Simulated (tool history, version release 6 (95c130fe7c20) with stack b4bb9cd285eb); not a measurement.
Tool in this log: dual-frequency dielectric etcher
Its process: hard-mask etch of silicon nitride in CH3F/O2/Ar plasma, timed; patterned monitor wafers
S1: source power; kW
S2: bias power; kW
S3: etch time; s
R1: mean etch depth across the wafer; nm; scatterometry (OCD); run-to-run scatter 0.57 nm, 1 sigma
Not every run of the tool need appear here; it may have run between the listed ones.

| run | day | S1 | S2 | S3 | R1 |
|---|---|---|---|---|---|
| 1 | 0 | 0.51 | 0.086 | 142.5 | 131.12 |
| 2 | 0.092 | 0.51 | 0.086 | 130 | 120.29 |
| 3 | 0.167 | 0.51 | 0.081 | 130 | 117.48 |
| 4 | 0.225 | 0.43 | 0.081 | 130 | 110.87 |
| 5 | 0.517 | 0.5 | 0.081 | 130 | 116.86 |
| 6 | 0.792 | 0.55 | 0.086 | 130.5 | 124.15 |

Predict the results of run 7:
| 7 | 0.95 | 0.59 | 0.091 | 131 | ? |

Run 7 measured R1 130.9 nm.
